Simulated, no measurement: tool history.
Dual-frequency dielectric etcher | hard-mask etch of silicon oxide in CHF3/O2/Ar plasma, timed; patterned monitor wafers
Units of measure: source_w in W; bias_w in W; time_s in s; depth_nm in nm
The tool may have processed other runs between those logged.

run	day	source_w	bias_w	time_s	depth_nm
1	0	880	191	13	30.555
2	0.117	880	212	13	31.818
3	0.279	820	212	13	30.692
4	0.383	920	212	13	32.249
5	0.604	920	212	13	32.603
6	0.738	820	210	13	30.673
# day 1.108: bias power generator calibrated
7	1.108	750	206	13	28.757
8	1.142	710	205	13	27.89
9	1.275	680	205	13	27.467
10	1.633	660	205	13	27.194

Forecast run 11:
11	1.704	640	205	13	?

{"run 11": {"depth_nm": 26.914}}

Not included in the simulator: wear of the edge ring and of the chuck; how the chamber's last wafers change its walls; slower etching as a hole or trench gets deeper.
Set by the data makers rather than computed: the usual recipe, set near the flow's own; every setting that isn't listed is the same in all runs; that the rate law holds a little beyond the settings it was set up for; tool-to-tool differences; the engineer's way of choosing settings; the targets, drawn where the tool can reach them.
